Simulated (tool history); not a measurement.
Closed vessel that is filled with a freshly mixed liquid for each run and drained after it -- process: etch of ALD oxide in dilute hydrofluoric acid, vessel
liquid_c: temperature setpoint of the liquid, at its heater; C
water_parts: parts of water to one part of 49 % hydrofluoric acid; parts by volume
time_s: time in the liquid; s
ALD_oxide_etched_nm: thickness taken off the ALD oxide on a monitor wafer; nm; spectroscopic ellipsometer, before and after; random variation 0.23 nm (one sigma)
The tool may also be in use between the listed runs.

run	hour	liquid_c	water_parts	time_s	ALD_oxide_etched_nm
1	0.0	23.0	125	555	90.716
2	4.2	23.0	125	590	96.504
3	13.3	24.5	125	590	101.770
4	15.1	22.5	135	590	86.215
5	19.0	22.5	135	590	86.379
# hour 22.1: hydrofluoric acid flow meter replaced
6	22.1	22.5	135	555	86.945

Run 7 has not been measured yet. What should we expect?
7	27.9	21.0	145	555	?

ALD_oxide_etched_nm: 74.674 nm
